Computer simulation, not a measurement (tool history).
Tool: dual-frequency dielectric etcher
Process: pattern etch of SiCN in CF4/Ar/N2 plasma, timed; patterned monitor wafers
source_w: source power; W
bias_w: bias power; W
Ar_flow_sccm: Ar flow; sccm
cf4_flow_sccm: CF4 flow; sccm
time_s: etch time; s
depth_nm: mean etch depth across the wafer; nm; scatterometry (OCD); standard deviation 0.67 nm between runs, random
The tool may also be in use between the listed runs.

run 1 day=0.000 | source_w=310 bias_w=63 Ar_flow_sccm=73 cf4_flow_sccm=65 time_s=208 | depth_nm=132.02
run 2 day=0.225 | source_w=310 bias_w=63 Ar_flow_sccm=73 cf4_flow_sccm=72 time_s=208 | depth_nm=134.66
run 3 day=0.312 | source_w=310 bias_w=63 Ar_flow_sccm=68 cf4_flow_sccm=72 time_s=208 | depth_nm=135.25
run 4 day=0.533 | source_w=310 bias_w=63 Ar_flow_sccm=68 cf4_flow_sccm=77 time_s=208 | depth_nm=136.69
-- day=0.888 source power generator calibrated
run 5 day=0.888 | source_w=290 bias_w=63 Ar_flow_sccm=68 cf4_flow_sccm=77 time_s=208 | depth_nm=128.74
run 6 day=1.183 | source_w=280 bias_w=63 Ar_flow_sccm=68 cf4_flow_sccm=77 time_s=208 | depth_nm=127.07

For run 7, what comes out?
run 7 day=1.442 | source_w=270 bias_w=63 Ar_flow_sccm=68 cf4_flow_sccm=77 time_s=208 | depth_nm=?

depth_nm: 121.70 nm

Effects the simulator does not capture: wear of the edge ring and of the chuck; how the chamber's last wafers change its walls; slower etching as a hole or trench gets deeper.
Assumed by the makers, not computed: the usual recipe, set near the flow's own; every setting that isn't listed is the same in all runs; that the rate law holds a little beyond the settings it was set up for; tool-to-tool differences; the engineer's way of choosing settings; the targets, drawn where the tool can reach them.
